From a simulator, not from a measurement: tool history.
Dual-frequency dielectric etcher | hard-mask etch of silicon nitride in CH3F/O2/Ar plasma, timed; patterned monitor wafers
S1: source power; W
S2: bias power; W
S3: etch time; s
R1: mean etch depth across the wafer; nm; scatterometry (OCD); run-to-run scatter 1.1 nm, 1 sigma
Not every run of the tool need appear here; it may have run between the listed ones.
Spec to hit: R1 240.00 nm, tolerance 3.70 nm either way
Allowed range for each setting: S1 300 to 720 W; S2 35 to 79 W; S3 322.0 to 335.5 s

run	hour	S1	S2	S3	R1
1	0.0	510	57	322.0	219.73
2	7.9	450	57	322.0	206.02
3	14.0	450	57	335.5	216.67
4	20.4	450	54	335.5	212.43
5	28.8	370	54	335.5	193.49
6	35.6	390	54	335.5	200.16
7	36.3	410	54	335.5	203.50
8	42.4	430	54	335.5	207.53
9	50.8	450	54	335.5	212.95
10	51.8	460	54	335.5	212.88
11	58.9	470	54	335.5	217.05
12	64.5	480	54	335.5	215.59
13	70.1	490	54	335.5	218.83
14	71.7	500	54	335.5	222.49
15	78.2	510	54	335.5	224.62

5 next moves are on the table. One of them brings every result within its allowed miss. Which?
A	84.7	520	53	322.0	?
B	84.7	470	52	322.5	?
C	84.7	530	47	328.5	?
D	84.7	430	61	328.5	?
E	84.7	510	67	334.0	?

move	R1
A	215.14
B	204.93
C	213.19
D	211.51
E	238.91
A: further off than the last run
B: further off than the last run
C: further off than the last run
D: further off than the last run
E: each result inside its tolerance
So the answer is move E, the one that meets all the targets.
